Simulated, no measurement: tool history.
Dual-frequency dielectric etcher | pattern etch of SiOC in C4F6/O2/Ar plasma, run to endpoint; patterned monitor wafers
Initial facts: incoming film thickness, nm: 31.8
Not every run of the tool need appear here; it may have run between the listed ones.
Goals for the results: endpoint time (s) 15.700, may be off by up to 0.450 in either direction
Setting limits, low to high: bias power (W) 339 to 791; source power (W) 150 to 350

Run 1, day 0.000: bias power (W) 565, source power (W) 250. Result: endpoint time (s) 11.452.
Run 2, day 0.121: bias power (W) 514, source power (W) 230. Result: endpoint time (s) 12.548.
Run 3, day 0.408: bias power (W) 514, source power (W) 250. Result: endpoint time (s) 11.807.
Run 4, day 0.433: bias power (W) 514, source power (W) 280. Result: endpoint time (s) 11.384.
Run 5, day 0.700: bias power (W) 475, source power (W) 260. Result: endpoint time (s) 12.359.
Run 6, day 0.738: bias power (W) 475, source power (W) 300. Result: endpoint time (s) 11.574.
Run 7, day 0.967: bias power (W) 445, source power (W) 270. Result: endpoint time (s) 12.588.
Run 8, day 1.208: bias power (W) 421, source power (W) 260. Result: endpoint time (s) 13.318.
Run 9, day 1.333: bias power (W) 403, source power (W) 250. Result: endpoint time (s) 14.036.
Run 10, day 1.588: bias power (W) 389, source power (W) 250. Result: endpoint time (s) 14.513.
Run 11, day 1.888: bias power (W) 379, source power (W) 250. Result: endpoint time (s) 14.709.
Run 12, day 2.017: bias power (W) 371, source power (W) 250. Result: endpoint time (s) 15.296.
Run 13, day 2.229: bias power (W) 368, source power (W) 250. Result: endpoint time (s) 15.370.

Consider the 5 candidate settings below. Which is the only one whose results all fall within their allowed miss of target?
Run A, day 2.442: bias power (W) 405, source power (W) 240. Result: endpoint time (s) ?.
Run B, day 2.442: bias power (W) 365, source power (W) 280. Result: endpoint time (s) ?.
Run C, day 2.442: bias power (W) 393, source power (W) 250. Result: endpoint time (s) ?.
Run D, day 2.442: bias power (W) 372, source power (W) 230. Result: endpoint time (s) ?.
Run E, day 2.442: bias power (W) 395, source power (W) 240. Result: endpoint time (s) ?.

move  endpoint time (s)
   A             14.234
   B             14.275
   C             14.261
   D             15.534
   E             14.504
A: misses by more than the last run did
B: misses by more than the last run did
C: misses by more than the last run did
D: hits every target within its allowed miss
E: misses by more than the last run did
Move D is the one to make.
